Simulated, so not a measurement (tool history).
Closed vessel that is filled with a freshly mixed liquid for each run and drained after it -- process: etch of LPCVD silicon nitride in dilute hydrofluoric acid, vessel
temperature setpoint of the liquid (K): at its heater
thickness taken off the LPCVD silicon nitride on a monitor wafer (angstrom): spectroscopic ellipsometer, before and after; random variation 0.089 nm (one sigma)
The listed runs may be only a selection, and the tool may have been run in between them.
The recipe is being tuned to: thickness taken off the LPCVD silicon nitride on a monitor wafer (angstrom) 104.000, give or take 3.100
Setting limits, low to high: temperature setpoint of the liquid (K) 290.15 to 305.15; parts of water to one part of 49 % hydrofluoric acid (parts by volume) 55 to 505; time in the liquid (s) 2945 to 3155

run	hour	temperature setpoint of the liquid (K)	parts of water to one part of 49 % hydrofluoric acid (parts by volume)	time in the liquid (s)	thickness taken off the LPCVD silicon nitride on a monitor wafer (angstrom)
1	0.0	297.15	280	2945	52.015
2	3.9	297.15	280	3155	55.177
3	5.6	298.15	275	3155	59.947
4	14.3	298.15	325	3155	51.806
5	16.6	298.15	415	3155	39.751
6	23.5	298.15	505	3155	32.183
7	29.6	299.15	465	3155	37.425
8	33.9	300.15	430	3155	42.179
9	38.6	300.65	395	3155	48.039
10	40.8	301.15	370	3155	52.778
11	43.2	301.65	345	3155	59.790
12	46.1	302.15	330	3155	63.093
13	51.2	302.65	315	3155	68.635
14	57.3	303.15	300	3155	74.332
15	63.7	303.65	290	3155	77.553
16	72.6	303.65	280	3155	82.401
17	76.5	303.65	275	3155	82.496
18	77.9	303.65	270	3155	84.472
19	81.5	305.15	230	3155	108.430

Which single option among these 4 for the next run brings every result within its allowed miss of target? Just one does.
A	85.1	304.15	205	3155	?
B	85.1	303.65	205	2945	?
C	85.1	303.65	200	3155	?
D	85.1	305.15	215	3155	?

move	thickness taken off the LPCVD silicon nitride on a monitor wafer (angstrom)
A	115.910
B	105.040
C	115.410
D	117.040
A: further off than the last run
B: all results land within tolerance of their targets
C: further off than the last run
D: further off than the last run
Answer: B
